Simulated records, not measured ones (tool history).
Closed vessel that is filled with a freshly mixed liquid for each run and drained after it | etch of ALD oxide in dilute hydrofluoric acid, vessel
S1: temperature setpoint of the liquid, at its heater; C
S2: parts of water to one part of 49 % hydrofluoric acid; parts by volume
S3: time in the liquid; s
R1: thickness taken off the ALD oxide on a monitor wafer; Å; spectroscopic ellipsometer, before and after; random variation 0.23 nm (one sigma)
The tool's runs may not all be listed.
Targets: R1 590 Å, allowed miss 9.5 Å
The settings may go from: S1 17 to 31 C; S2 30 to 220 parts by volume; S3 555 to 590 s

Run 1, hour 0: S1 23 C, S2 125 parts by volume, S3 555 s. Result: R1 907.16 Å.
Run 2, hour 4.2: S1 23 C, S2 125 parts by volume, S3 590 s. Result: R1 965.04 Å.
Run 3, hour 13.3: S1 24.5 C, S2 125 parts by volume, S3 590 s. Result: R1 1017.7 Å.
Run 4, hour 15.1: S1 22.5 C, S2 135 parts by volume, S3 590 s. Result: R1 862.15 Å.
Run 5, hour 19: S1 22.5 C, S2 135 parts by volume, S3 590 s. Result: R1 863.79 Å.
At hour 22.1: hydrofluoric acid flow meter replaced.
Run 6, hour 22.1: S1 22.5 C, S2 135 parts by volume, S3 555 s. Result: R1 869.45 Å.
Run 7, hour 27.9: S1 21 C, S2 145 parts by volume, S3 555 s. Result: R1 746.74 Å.
Run 8, hour 37.2: S1 21 C, S2 145 parts by volume, S3 555 s. Result: R1 749.4 Å.
Run 9, hour 44.3: S1 20 C, S2 150 parts by volume, S3 555 s. Result: R1 690.1 Å.

5 next moves are on the table. One of them brings every result within its allowed miss. Which?
Run A, hour 51.4: S1 17 C, S2 160 parts by volume, S3 555 s. Result: R1 ?.
Run B, hour 51.4: S1 17 C, S2 170 parts by volume, S3 590 s. Result: R1 ?.
Run C, hour 51.4: S1 20.5 C, S2 175 parts by volume, S3 555 s. Result: R1 ?.
Run D, hour 51.4: S1 21 C, S2 185 parts by volume, S3 555 s. Result: R1 ?.
Run E, hour 51.4: S1 19 C, S2 170 parts by volume, S3 555 s. Result: R1 ?.

move      R1
   A  566.52
   B  561.45
   C  586.77
   D  560.17
   E  572.28
A: takes the result that was furthest off past its target
B: takes the result that was furthest off past its target
C: meets every target
D: takes the result that was furthest off past its target
E: takes the result that was furthest off past its target
The right move is C.
